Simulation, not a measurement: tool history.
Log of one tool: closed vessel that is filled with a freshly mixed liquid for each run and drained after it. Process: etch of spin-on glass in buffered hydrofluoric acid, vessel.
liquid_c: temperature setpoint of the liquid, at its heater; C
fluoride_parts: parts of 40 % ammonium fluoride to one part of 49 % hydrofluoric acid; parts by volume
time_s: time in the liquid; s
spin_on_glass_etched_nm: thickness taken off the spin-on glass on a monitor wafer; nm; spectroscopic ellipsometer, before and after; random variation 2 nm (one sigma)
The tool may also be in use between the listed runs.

run    day  liquid_c  fluoride_parts  time_s  spin_on_glass_etched_nm
  1  0.000      22.0            21.0     100                  126.850
  2  0.317      19.0            21.0     100                  107.930
  3  0.358      19.0            24.5     100                   96.701
  4  0.621      20.5            22.5     100                  111.060
  5  0.688      20.5            22.5     105                  117.200
  6  0.992      21.5            20.5     105                  132.260
  7  1.304      22.5            19.0     105                  149.350

The next listed run, before its measurement:
  8  1.575      23.5            17.5     105                        ?

Run 8 gave spin_on_glass_etched_nm 170.830 nm.

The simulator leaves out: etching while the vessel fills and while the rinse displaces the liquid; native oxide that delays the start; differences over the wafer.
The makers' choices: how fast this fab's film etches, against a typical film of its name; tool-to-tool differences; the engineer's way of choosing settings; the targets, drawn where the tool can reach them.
